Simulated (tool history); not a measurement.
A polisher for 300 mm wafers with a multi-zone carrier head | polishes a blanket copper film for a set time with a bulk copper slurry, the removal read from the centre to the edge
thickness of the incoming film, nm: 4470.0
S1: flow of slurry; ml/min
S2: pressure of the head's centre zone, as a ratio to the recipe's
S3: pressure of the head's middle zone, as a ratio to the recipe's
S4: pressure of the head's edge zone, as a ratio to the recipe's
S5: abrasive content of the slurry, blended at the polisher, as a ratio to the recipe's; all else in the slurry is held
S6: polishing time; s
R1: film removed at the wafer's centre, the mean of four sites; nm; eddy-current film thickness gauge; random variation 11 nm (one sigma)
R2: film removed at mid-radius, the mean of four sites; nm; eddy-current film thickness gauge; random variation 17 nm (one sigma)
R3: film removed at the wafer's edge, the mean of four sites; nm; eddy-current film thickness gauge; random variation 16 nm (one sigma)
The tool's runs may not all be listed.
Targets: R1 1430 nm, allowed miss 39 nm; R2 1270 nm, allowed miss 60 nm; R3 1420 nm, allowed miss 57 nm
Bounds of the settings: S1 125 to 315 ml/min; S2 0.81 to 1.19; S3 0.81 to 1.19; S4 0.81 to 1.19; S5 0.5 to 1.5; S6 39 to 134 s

| run | hour | S1 | S2 | S3 | S4 | S5 | S6 | R1 | R2 | R3 |
|---|---|---|---|---|---|---|---|---|---|---|
| 1 | 0 | 205 | 1 | 1 | 1 | 1 | 86 | 1024.7 | 1036.3 | 1054.1 |
| 2 | 7 | 205 | 1 | 1 | 1 | 1.15 | 86 | 1065.7 | 1076.1 | 1097.5 |
| 3 | 12.4 | 230 | 1 | 1 | 1 | 1.15 | 86 | 1072.9 | 1113.8 | 1097.6 |
| 4 | 20 | 220 | 1.03 | 0.99 | 1.04 | 1.25 | 89 | 1162.7 | 1166.3 | 1171.5 |
| 5 | 24.5 | 255 | 1.03 | 0.99 | 1.04 | 1.25 | 89 | 1189.5 | 1166 | 1212.9 |
| 6 | 29.3 | 255 | 1.03 | 0.99 | 0.99 | 1.25 | 89 | 1196.3 | 1161.4 | 1185 |
| 7 | 33 | 265 | 1.05 | 0.97 | 1.03 | 1.35 | 90 | 1229.3 | 1221.8 | 1237 |
| 8 | 40.3 | 275 | 1.08 | 0.94 | 1.06 | 1.35 | 92 | 1333.3 | 1194 | 1270.8 |
| 9 | 45.8 | 280 | 1.08 | 0.93 | 1.09 | 1.4 | 93 | 1333.9 | 1241.1 | 1311.7 |
| 10 | 49.7 | 285 | 1.09 | 0.91 | 1.11 | 1.45 | 94 | 1393.3 | 1200 | 1342.9 |

4 next moves are on the table. One of them brings every result within its allowed miss. Which?
| A | 53.6 | 310 | 1.06 | 0.93 | 1.11 | 1.25 | 101 | ? | ? | ? |
| B | 53.6 | 295 | 0.99 | 0.91 | 1.11 | 1.4 | 101 | ? | ? | ? |
| C | 53.6 | 280 | 1.11 | 0.97 | 1.04 | 1.5 | 92 | ? | ? | ? |
| D | 53.6 | 315 | 1.06 | 0.99 | 1.1 | 1.5 | 97 | ? | ? | ? |

| move | R1 | R2 | R3 |
|---|---|---|---|
| A | 1425.9 | 1300.1 | 1411.4 |
| B | 1356.5 | 1305.1 | 1441.3 |
| C | 1399.7 | 1258.2 | 1290.4 |
| D | 1427.7 | 1363.5 | 1405.4 |
A: meets every target
B: brings the result that was furthest off to its target, and leaves another outside
C: further off than the last run
D: brings the result that was furthest off to its target, and leaves another outside
Move A is the one to make.
